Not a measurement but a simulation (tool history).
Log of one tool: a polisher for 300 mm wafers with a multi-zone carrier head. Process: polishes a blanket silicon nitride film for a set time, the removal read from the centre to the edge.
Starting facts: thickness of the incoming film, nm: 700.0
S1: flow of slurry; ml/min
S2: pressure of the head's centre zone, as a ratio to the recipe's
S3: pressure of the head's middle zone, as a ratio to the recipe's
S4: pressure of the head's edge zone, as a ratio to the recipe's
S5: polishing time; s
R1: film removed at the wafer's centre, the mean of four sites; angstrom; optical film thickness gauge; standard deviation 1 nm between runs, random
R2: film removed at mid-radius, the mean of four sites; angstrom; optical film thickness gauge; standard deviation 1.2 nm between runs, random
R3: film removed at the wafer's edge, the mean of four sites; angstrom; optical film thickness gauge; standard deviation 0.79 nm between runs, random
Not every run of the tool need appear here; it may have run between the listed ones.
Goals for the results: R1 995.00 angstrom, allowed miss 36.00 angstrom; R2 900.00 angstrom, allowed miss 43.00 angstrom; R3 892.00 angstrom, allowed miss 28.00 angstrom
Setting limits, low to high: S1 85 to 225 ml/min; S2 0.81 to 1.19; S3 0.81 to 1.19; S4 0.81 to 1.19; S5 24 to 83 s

run,hour,S1,S2,S3,S4,S5,R1,R2,R3
1,0.0,145,1.00,1.00,1.00,53,842.17,843.49,841.06
2,6.0,160,1.02,1.00,1.00,53,879.59,863.13,850.10
3,11.0,170,1.04,1.00,1.01,53,892.14,854.91,852.07
4,15.1,190,1.04,1.00,1.01,53,917.69,873.23,863.81
5,15.8,195,1.05,1.00,1.01,53,952.22,867.82,863.21
6,19.0,195,1.05,1.00,1.01,41,717.93,685.03,667.55
7,24.3,195,1.07,1.01,1.03,44,795.95,722.95,727.75
8,33.0,195,1.08,1.04,1.05,46,846.79,791.78,761.47
9,35.5,195,1.09,1.04,1.07,47,849.73,804.03,781.40
10,36.5,195,1.11,1.04,1.09,48,899.09,821.66,805.09
11,40.4,195,1.12,1.04,1.11,49,918.27,825.10,834.90
12,41.1,195,1.13,1.05,1.12,50,966.21,844.48,828.89

5 next moves are on the table. One of them brings every result within its allowed miss. Which?
A,41.8,175,1.07,1.09,1.15,52,?,?,?
B,41.8,180,1.11,1.05,1.08,54,?,?,?
C,41.8,200,1.09,0.95,1.18,50,?,?,?
D,41.8,195,1.15,0.88,1.19,54,?,?,?
E,41.8,225,1.12,0.91,1.15,52,?,?,?

move,R1,R2,R3
A,908.31,913.76,866.35
B,982.85,922.66,884.19
C,907.25,796.40,853.35
D,1029.80,804.09,922.88
E,985.51,810.86,889.94
A: corrects the largest miss of the last run, while another result sits out of spec
B: all results in spec
C: lands further from the targets than the last run did
D: moves the result that the last run missed by most past its target, out the other side
E: corrects the largest miss of the last run, while another result sits out of spec
B meets every target.

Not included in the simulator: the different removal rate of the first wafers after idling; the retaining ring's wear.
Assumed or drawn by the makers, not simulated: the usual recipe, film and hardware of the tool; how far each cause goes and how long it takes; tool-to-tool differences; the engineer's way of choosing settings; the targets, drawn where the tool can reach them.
